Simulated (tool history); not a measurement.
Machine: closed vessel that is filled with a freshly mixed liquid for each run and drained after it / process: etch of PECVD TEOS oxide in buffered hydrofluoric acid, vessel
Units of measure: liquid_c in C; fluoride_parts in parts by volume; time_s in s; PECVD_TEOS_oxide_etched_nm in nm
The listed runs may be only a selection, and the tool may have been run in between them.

Run 1, hour 0.0: liquid_c 24.0 C, fluoride_parts 8.0 parts by volume, time_s 85 s. Result: PECVD_TEOS_oxide_etched_nm 161.96 nm.
Run 2, hour 2.7: liquid_c 26.0 C, fluoride_parts 7.5 parts by volume, time_s 85 s. Result: PECVD_TEOS_oxide_etched_nm 191.42 nm.
Run 3, hour 6.6: liquid_c 27.5 C, fluoride_parts 7.0 parts by volume, time_s 85 s. Result: PECVD_TEOS_oxide_etched_nm 224.46 nm.
Run 4, hour 12.8: liquid_c 31.0 C, fluoride_parts 7.0 parts by volume, time_s 85 s. Result: PECVD_TEOS_oxide_etched_nm 268.39 nm.
Run 5, hour 17.5: liquid_c 31.0 C, fluoride_parts 7.0 parts by volume, time_s 90 s. Result: PECVD_TEOS_oxide_etched_nm 287.20 nm.
Run 6, hour 26.4: liquid_c 32.0 C, fluoride_parts 7.0 parts by volume, time_s 90 s. Result: PECVD_TEOS_oxide_etched_nm 300.95 nm.

Run 7 is up next; what results do you expect?
Run 7, hour 27.8: liquid_c 32.0 C, fluoride_parts 6.5 parts by volume, time_s 90 s. Result: PECVD_TEOS_oxide_etched_nm ?.

PECVD_TEOS_oxide_etched_nm: 324.20 nm
